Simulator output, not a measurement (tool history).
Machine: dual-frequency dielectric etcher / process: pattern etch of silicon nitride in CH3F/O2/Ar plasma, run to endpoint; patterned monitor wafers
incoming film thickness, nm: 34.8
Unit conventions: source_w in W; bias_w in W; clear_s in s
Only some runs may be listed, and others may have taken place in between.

run 1 hour=0.0 | source_w=520 bias_w=54 | clear_s=51.116
run 2 hour=1.3 | source_w=520 bias_w=59 | clear_s=49.159
run 3 hour=2.7 | source_w=520 bias_w=63 | clear_s=49.116
run 4 hour=7.4 | source_w=520 bias_w=70 | clear_s=46.921
run 5 hour=9.9 | source_w=520 bias_w=73 | clear_s=46.057
run 6 hour=15.1 | source_w=600 bias_w=73 | clear_s=44.114

Expected results for the next run?
run 7 hour=19.4 | source_w=550 bias_w=70 | clear_s=?

{"run 7": {"clear_s": 46.123}}

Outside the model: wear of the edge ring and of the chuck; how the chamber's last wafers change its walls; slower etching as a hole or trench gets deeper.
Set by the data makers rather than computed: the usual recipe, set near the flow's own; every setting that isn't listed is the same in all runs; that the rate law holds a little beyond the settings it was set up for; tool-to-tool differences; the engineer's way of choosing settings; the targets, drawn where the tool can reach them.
